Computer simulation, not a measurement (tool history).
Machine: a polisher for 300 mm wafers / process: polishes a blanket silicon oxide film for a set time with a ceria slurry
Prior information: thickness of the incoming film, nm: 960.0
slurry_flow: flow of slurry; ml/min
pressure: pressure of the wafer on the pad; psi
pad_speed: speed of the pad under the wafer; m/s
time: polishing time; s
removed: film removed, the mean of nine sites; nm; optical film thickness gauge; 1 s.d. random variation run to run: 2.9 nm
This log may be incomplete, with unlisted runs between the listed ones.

Run 1, day 0.000: slurry_flow 285 ml/min, pressure 3.0 psi, pad_speed 1.28 m/s, time 59 s. Result: removed 285.21 nm.
Run 2, day 0.242: slurry_flow 240 ml/min, pressure 3.0 psi, pad_speed 1.28 m/s, time 59 s. Result: removed 281.69 nm.
Run 3, day 0.579: slurry_flow 310 ml/min, pressure 3.0 psi, pad_speed 1.28 m/s, time 59 s. Result: removed 287.17 nm.
Run 4, day 0.929: slurry_flow 380 ml/min, pressure 3.0 psi, pad_speed 1.28 m/s, time 59 s. Result: removed 295.92 nm.
Run 5, day 1.188: slurry_flow 380 ml/min, pressure 3.0 psi, pad_speed 1.28 m/s, time 59 s. Result: removed 297.72 nm.
Run 6, day 1.521: slurry_flow 380 ml/min, pressure 2.8 psi, pad_speed 1.28 m/s, time 59 s. Result: removed 270.89 nm.
Run 7, day 1.738: slurry_flow 380 ml/min, pressure 2.7 psi, pad_speed 1.28 m/s, time 59 s. Result: removed 261.24 nm.
Run 8, day 2.083: slurry_flow 380 ml/min, pressure 2.6 psi, pad_speed 1.28 m/s, time 59 s. Result: removed 248.01 nm.
Run 9, day 2.367: slurry_flow 380 ml/min, pressure 2.5 psi, pad_speed 1.28 m/s, time 59 s. Result: removed 248.17 nm.

Run 10, settings as shown, results not yet in. Your forecast:
Run 10, day 2.479: slurry_flow 380 ml/min, pressure 2.4 psi, pad_speed 1.28 m/s, time 59 s. Result: removed ?.

{"run 10": {"removed": 238.59}}
